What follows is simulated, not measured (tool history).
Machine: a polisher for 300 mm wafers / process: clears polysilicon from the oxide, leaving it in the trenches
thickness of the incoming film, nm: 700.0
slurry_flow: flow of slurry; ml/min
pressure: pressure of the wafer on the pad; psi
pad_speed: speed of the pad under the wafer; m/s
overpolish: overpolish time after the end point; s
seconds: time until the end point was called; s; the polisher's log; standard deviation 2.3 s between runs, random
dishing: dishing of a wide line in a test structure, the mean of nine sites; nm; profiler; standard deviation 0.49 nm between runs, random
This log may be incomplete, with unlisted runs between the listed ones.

| run | hour | slurry_flow | pressure | pad_speed | overpolish | seconds | dishing |
|---|---|---|---|---|---|---|---|
| 1 | 0.0 | 140 | 1.9 | 0.94 | 10 | 83.030 | 42.137 |
| 2 | 8.8 | 125 | 1.9 | 0.94 | 10 | 81.670 | 42.000 |
| 3 | 12.0 | 125 | 1.8 | 0.94 | 10 | 88.729 | 40.504 |
| 4 | 20.0 | 125 | 1.8 | 0.94 | 12 | 89.324 | 43.161 |
| 5 | 25.1 | 125 | 2.2 | 0.94 | 12 | 73.559 | 46.338 |
| 6 | 30.5 | 125 | 2.1 | 0.94 | 12 | 77.516 | 46.763 |
| 7 | 32.9 | 120 | 1.5 | 0.86 | 9 | 110.340 | 33.135 |

The next listed run, before its measurement:
| 8 | 39.7 | 120 | 1.4 | 0.86 | 10 | ? | ? |

seconds: 119.140 s
dishing: 34.991 nm
